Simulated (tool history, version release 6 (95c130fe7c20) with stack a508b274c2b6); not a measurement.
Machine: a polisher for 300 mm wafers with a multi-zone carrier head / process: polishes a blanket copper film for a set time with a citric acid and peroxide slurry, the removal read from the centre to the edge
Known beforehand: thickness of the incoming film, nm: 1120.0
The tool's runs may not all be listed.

| run | hour | flow of slurry (ml/min) | pressure of the head's centre zone | pressure of the head's middle zone | pressure of the head's edge zone | abrasive content of the slurry | polishing time (s) | film removed at the wafer's centre (angstrom) | film removed at mid-radius (angstrom) | film removed at the wafer's edge (angstrom) |
|---|---|---|---|---|---|---|---|---|---|---|
| 1 | 0.0 | 320 | 1.00 | 1.00 | 1.00 | 1.00 | 49 | 1674.9 | 1653.2 | 1620.9 |
| 2 | 1.8 | 320 | 0.95 | 1.00 | 1.00 | 1.00 | 49 | 1584.6 | 1664.9 | 1638.0 |
| 3 | 8.9 | 385 | 0.95 | 1.00 | 1.00 | 1.00 | 49 | 1599.2 | 1693.8 | 1618.8 |
| 4 | 16.9 | 380 | 0.97 | 1.01 | 1.01 | 1.05 | 49 | 1704.3 | 1719.1 | 1659.7 |
| 5 | 20.7 | 380 | 0.97 | 0.97 | 1.01 | 1.05 | 49 | 1688.7 | 1668.1 | 1664.9 |
| 6 | 21.3 | 410 | 0.97 | 0.97 | 1.01 | 1.05 | 49 | 1685.9 | 1671.9 | 1657.9 |
| 7 | 27.6 | 410 | 0.98 | 0.98 | 1.02 | 1.10 | 49 | 1664.6 | 1678.1 | 1740.1 |

For run 8, what comes out?
| 8 | 28.7 | 450 | 1.08 | 1.08 | 0.92 | 1.35 | 57 | ? | ? | ? |

Run 8 measured film removed at the wafer's centre (angstrom) 2390.7, film removed at mid-radius (angstrom) 2277.7, film removed at the wafer's edge (angstrom) 1993.9.
